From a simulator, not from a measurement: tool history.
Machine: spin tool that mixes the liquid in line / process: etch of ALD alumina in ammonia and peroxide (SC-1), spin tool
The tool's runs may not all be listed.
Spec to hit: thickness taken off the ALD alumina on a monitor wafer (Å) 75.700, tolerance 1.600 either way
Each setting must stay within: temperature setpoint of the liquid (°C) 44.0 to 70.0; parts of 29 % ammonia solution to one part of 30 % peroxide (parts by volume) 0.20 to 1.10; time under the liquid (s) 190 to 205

run	day	temperature setpoint of the liquid (°C)	parts of 29 % ammonia solution to one part of 30 % peroxide (parts by volume)	time under the liquid (s)	thickness taken off the ALD alumina on a monitor wafer (Å)
1	0.000	60.0	0.60	190	143.250
2	0.342	65.0	0.60	190	182.520
3	0.679	65.0	0.60	190	183.390
4	0.796	58.0	0.60	190	128.950
5	0.833	54.5	0.60	190	107.360
6	1.179	52.0	0.60	190	93.976
7	1.238	50.5	0.60	190	86.276
8	1.408	49.5	0.60	190	81.806
9	1.742	49.0	0.60	190	79.502
10	1.829	48.5	0.60	190	77.596

Which of these 5 next moves meets every target?
A	1.917	47.5	0.60	190	?
B	1.917	49.0	0.65	190	?
C	1.917	47.5	0.65	195	?
D	1.917	49.0	0.70	190	?
E	1.917	45.0	0.90	205	?

move	thickness taken off the ALD alumina on a monitor wafer (Å)
A	73.762
B	80.800
C	76.282
D	81.373
E	71.833
A: takes the biggest miss from the last run beyond its target
B: further off than the last run
C: all results land within tolerance of their targets
D: further off than the last run
E: takes the biggest miss from the last run beyond its target
So the answer is move C, the one that meets all the targets.

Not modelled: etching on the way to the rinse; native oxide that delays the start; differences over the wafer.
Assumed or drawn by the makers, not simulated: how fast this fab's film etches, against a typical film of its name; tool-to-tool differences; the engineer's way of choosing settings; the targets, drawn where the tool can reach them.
